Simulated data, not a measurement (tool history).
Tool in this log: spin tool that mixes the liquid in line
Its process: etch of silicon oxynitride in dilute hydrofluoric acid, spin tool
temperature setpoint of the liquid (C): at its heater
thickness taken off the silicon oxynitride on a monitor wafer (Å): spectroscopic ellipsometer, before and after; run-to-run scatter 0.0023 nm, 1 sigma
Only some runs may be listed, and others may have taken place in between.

| run | hour | temperature setpoint of the liquid (C) | parts of water to one part of 49 % hydrofluoric acid (parts by volume) | time under the liquid (s) | thickness taken off the silicon oxynitride on a monitor wafer (Å) |
|---|---|---|---|---|---|
| 1 | 0.0 | 22.0 | 295 | 40 | 1.41310 |
| 2 | 7.4 | 22.0 | 245 | 40 | 1.70790 |
| 3 | 14.9 | 20.0 | 245 | 40 | 1.64860 |
| 4 | 19.9 | 19.5 | 300 | 35 | 1.07500 |
| 5 | 28.1 | 19.5 | 255 | 35 | 1.35910 |
| 6 | 29.0 | 19.0 | 285 | 30 | 1.00310 |
| 7 | 36.2 | 18.5 | 300 | 30 | 0.89587 |
| 8 | 39.4 | 18.0 | 310 | 30 | 0.87260 |

What will run 9 give?
| 9 | 48.3 | 18.0 | 320 | 30 | ? |

Logged for run 9: thickness taken off the silicon oxynitride on a monitor wafer (Å) 0.80823.
